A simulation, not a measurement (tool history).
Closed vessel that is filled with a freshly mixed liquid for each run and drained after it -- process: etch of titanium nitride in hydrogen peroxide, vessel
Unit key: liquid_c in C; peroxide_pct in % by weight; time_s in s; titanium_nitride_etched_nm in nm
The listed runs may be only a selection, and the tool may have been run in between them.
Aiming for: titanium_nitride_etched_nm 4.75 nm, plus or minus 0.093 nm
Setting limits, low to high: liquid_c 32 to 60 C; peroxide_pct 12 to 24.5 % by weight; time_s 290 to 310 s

{"run": 1, "hour": 0.0, "liquid_c": 44, "peroxide_pct": 16.5, "time_s": 290, "titanium_nitride_etched_nm": 8.7163}
{"run": 2, "hour": 1.0, "liquid_c": 43, "peroxide_pct": 16.5, "time_s": 290, "titanium_nitride_etched_nm": 8.0445}
{"run": 3, "hour": 5.3, "liquid_c": 43, "peroxide_pct": 16.5, "time_s": 290, "titanium_nitride_etched_nm": 8.0403}
{"run": 4, "hour": 9.1, "liquid_c": 43, "peroxide_pct": 18, "time_s": 290, "titanium_nitride_etched_nm": 8.221}
{"run": 5, "hour": 11.8, "liquid_c": 42, "peroxide_pct": 18, "time_s": 290, "titanium_nitride_etched_nm": 7.6029}
{"run": 6, "hour": 17.3, "liquid_c": 42, "peroxide_pct": 18, "time_s": 290, "titanium_nitride_etched_nm": 7.6076}
{"run": 7, "hour": 21.1, "liquid_c": 41.5, "peroxide_pct": 18, "time_s": 290, "titanium_nitride_etched_nm": 7.3106}
{"run": 8, "hour": 24.7, "liquid_c": 41, "peroxide_pct": 18, "time_s": 290, "titanium_nitride_etched_nm": 7.0286}

Exactly one of the 5 candidate moves below puts every result within its allowed miss. Which one?
{"run": "A", "hour": 28.3, "liquid_c": 34.5, "peroxide_pct": 18.5, "time_s": 310, "titanium_nitride_etched_nm": "?"}
{"run": "B", "hour": 28.3, "liquid_c": 39, "peroxide_pct": 17, "time_s": 290, "titanium_nitride_etched_nm": "?"}
{"run": "C", "hour": 28.3, "liquid_c": 44, "peroxide_pct": 18, "time_s": 310, "titanium_nitride_etched_nm": "?"}
{"run": "D", "hour": 28.3, "liquid_c": 35, "peroxide_pct": 15.5, "time_s": 310, "titanium_nitride_etched_nm": "?"}
{"run": "E", "hour": 28.3, "liquid_c": 35, "peroxide_pct": 24.5, "time_s": 290, "titanium_nitride_etched_nm": "?"}

move=A titanium_nitride_etched_nm=4.5335
move=B titanium_nitride_etched_nm=5.9315
move=C titanium_nitride_etched_nm=9.394
move=D titanium_nitride_etched_nm=4.5438
move=E titanium_nitride_etched_nm=4.6883
A: takes the biggest miss from the last run beyond its target
B: nearer than the last run, and not there yet
C: the biggest miss grows against the last run
D: takes the biggest miss from the last run beyond its target
E: in spec on every target
Move E is the one to make.
